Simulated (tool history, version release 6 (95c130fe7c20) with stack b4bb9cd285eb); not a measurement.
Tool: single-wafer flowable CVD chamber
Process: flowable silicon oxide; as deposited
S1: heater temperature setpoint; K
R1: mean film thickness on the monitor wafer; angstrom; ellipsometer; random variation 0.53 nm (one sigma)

{"run": 1, "hour": 0.0, "S1": 368.15, "chamber pressure (mTorr)": 741, "RF power (W)": 1680, "deposition time (s)": 506, "R1": 3168.4}
{"run": 2, "hour": 0.9, "S1": 363.15, "chamber pressure (mTorr)": 741, "RF power (W)": 1680, "deposition time (s)": 506, "R1": 3810.7}
{"run": 3, "hour": 7.9, "S1": 363.15, "chamber pressure (mTorr)": 741, "RF power (W)": 1465, "deposition time (s)": 506, "R1": 3622.9}
{"run": 4, "hour": 15.2, "S1": 367.15, "chamber pressure (mTorr)": 741, "RF power (W)": 1465, "deposition time (s)": 506, "R1": 3122.2}
{"run": 5, "hour": 16.2, "S1": 374.15, "chamber pressure (mTorr)": 741, "RF power (W)": 1465, "deposition time (s)": 506, "R1": 2400.2}
{"run": 6, "hour": 25.1, "S1": 375.15, "chamber pressure (mTorr)": 741, "RF power (W)": 1465, "deposition time (s)": 506, "R1": 2306.1}

The next listed run, before its measurement:
{"run": 7, "hour": 25.9, "S1": 376.15, "chamber pressure (mTorr)": 741, "RF power (W)": 1465, "deposition time (s)": 506, "R1": "?"}

R1: 2229.7 angstrom
